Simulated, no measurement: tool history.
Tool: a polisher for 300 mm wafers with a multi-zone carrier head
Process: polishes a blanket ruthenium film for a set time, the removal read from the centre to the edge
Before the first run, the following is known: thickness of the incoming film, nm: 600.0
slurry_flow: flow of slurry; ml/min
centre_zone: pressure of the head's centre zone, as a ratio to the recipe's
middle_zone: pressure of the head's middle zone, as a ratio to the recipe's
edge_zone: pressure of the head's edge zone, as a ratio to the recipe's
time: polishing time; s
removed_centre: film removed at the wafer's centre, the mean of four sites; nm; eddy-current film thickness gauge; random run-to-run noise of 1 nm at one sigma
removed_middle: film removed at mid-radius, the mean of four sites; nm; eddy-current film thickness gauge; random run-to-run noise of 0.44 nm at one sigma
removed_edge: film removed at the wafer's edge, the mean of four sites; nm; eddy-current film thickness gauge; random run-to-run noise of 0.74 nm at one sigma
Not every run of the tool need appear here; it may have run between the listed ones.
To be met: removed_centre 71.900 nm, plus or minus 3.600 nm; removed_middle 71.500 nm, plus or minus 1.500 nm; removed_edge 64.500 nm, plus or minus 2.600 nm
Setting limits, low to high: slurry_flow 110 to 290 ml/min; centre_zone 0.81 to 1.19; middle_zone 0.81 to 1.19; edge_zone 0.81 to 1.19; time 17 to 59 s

{"run": 1, "day": 0.0, "slurry_flow": 185, "centre_zone": 1.0, "middle_zone": 1.0, "edge_zone": 1.0, "time": 38, "removed_centre": 48.911, "removed_middle": 48.508, "removed_edge": 49.426}
{"run": 2, "day": 0.296, "slurry_flow": 200, "centre_zone": 1.03, "middle_zone": 1.04, "edge_zone": 1.02, "time": 40, "removed_centre": 54.328, "removed_middle": 53.964, "removed_edge": 51.748}
{"run": 3, "day": 0.475, "slurry_flow": 205, "centre_zone": 1.04, "middle_zone": 1.05, "edge_zone": 1.04, "time": 42, "removed_centre": 57.83, "removed_middle": 57.49, "removed_edge": 54.787}
{"run": 4, "day": 0.738, "slurry_flow": 180, "centre_zone": 1.04, "middle_zone": 1.05, "edge_zone": 1.04, "time": 42, "removed_centre": 56.206, "removed_middle": 55.371, "removed_edge": 54.741}
{"run": 5, "day": 0.933, "slurry_flow": 190, "centre_zone": 1.05, "middle_zone": 1.07, "edge_zone": 1.06, "time": 43, "removed_centre": 58.975, "removed_middle": 58.875, "removed_edge": 56.73}
{"run": 6, "day": 1.229, "slurry_flow": 155, "centre_zone": 1.05, "middle_zone": 1.07, "edge_zone": 1.06, "time": 43, "removed_centre": 54.032, "removed_middle": 56.0, "removed_edge": 55.118}
{"run": 7, "day": 1.533, "slurry_flow": 180, "centre_zone": 1.05, "middle_zone": 1.08, "edge_zone": 1.08, "time": 44, "removed_centre": 59.967, "removed_middle": 59.546, "removed_edge": 57.864}
{"run": 8, "day": 1.671, "slurry_flow": 200, "centre_zone": 1.04, "middle_zone": 1.09, "edge_zone": 1.09, "time": 44, "removed_centre": 60.116, "removed_middle": 61.969, "removed_edge": 58.044}
{"run": 9, "day": 1.925, "slurry_flow": 210, "centre_zone": 1.05, "middle_zone": 1.09, "edge_zone": 1.1, "time": 45, "removed_centre": 61.897, "removed_middle": 63.615, "removed_edge": 60.568}
{"run": 10, "day": 2.1, "slurry_flow": 210, "centre_zone": 1.05, "middle_zone": 1.09, "edge_zone": 1.1, "time": 45, "removed_centre": 60.668, "removed_middle": 63.406, "removed_edge": 61.989}

Below are 5 possible settings for the next run. Only one of them brings all results inside the allowed miss of their targets. Which is it?
{"run": "A", "day": 2.275, "slurry_flow": 180, "centre_zone": 1.11, "middle_zone": 1.14, "edge_zone": 1.04, "time": 50, "removed_centre": "?", "removed_middle": "?", "removed_edge": "?"}
{"run": "B", "day": 2.275, "slurry_flow": 215, "centre_zone": 1.09, "middle_zone": 1.19, "edge_zone": 1.05, "time": 45, "removed_centre": "?", "removed_middle": "?", "removed_edge": "?"}
{"run": "C", "day": 2.275, "slurry_flow": 235, "centre_zone": 1.19, "middle_zone": 1.18, "edge_zone": 0.88, "time": 49, "removed_centre": "?", "removed_middle": "?", "removed_edge": "?"}
{"run": "D", "day": 2.275, "slurry_flow": 165, "centre_zone": 1.05, "middle_zone": 1.19, "edge_zone": 1.1, "time": 50, "removed_centre": "?", "removed_middle": "?", "removed_edge": "?"}
{"run": "E", "day": 2.275, "slurry_flow": 225, "centre_zone": 1.12, "middle_zone": 1.16, "edge_zone": 0.94, "time": 47, "removed_centre": "?", "removed_middle": "?", "removed_edge": "?"}

move=A removed_centre=69.807 removed_middle=70.998 removed_edge=64.697
move=B removed_centre=64.596 removed_middle=68.950 removed_edge=60.105
move=C removed_centre=77.758 removed_middle=75.773 removed_edge=60.936
move=D removed_centre=64.674 removed_middle=72.078 removed_edge=65.470
move=E removed_centre=69.859 removed_middle=71.064 removed_edge=59.921
A: in spec on every target
B: moves toward the targets from the last run without getting all of them in spec
C: the result that was furthest off in the last run now lies on the other side of its target
D: the furthest-off result lands on target, but another misses its tolerance
E: the furthest-off result lands on target, but another misses its tolerance
Move A is the one to make.

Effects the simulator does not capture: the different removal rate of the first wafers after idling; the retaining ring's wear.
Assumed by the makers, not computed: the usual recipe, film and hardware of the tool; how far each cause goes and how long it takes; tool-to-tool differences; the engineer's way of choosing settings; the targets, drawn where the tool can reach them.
